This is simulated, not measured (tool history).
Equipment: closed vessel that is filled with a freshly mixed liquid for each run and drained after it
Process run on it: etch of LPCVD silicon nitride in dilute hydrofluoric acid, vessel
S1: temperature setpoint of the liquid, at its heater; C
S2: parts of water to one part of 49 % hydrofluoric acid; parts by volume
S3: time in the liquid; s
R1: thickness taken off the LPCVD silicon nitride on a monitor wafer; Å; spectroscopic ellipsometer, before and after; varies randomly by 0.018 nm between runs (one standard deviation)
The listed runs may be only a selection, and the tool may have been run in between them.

Run 1, hour 0.0: S1 23.0 C, S2 190 parts by volume, S3 725 s. Result: R1 16.247 Å.
Run 2, hour 2.1: S1 23.0 C, S2 190 parts by volume, S3 520 s. Result: R1 11.530 Å.
Run 3, hour 10.7: S1 24.0 C, S2 190 parts by volume, S3 520 s. Result: R1 12.430 Å.
Run 4, hour 18.7: S1 24.0 C, S2 140 parts by volume, S3 520 s. Result: R1 16.738 Å.
Run 5, hour 26.9: S1 22.5 C, S2 140 parts by volume, S3 520 s. Result: R1 15.130 Å.
Run 6, hour 35.1: S1 22.5 C, S2 200 parts by volume, S3 520 s. Result: R1 10.638 Å.
Run 7, hour 37.1: S1 25.0 C, S2 175 parts by volume, S3 520 s. Result: R1 14.310 Å.
Run 8, hour 39.9: S1 26.5 C, S2 140 parts by volume, S3 520 s. Result: R1 19.738 Å.
Run 9, hour 46.5: S1 27.5 C, S2 125 parts by volume, S3 520 s. Result: R1 23.410 Å.

What will run 10 give?
Run 10, hour 56.2: S1 31.0 C, S2 90 parts by volume, S3 525 s. Result: R1 ?.

{"run 10": {"R1": 41.368}}
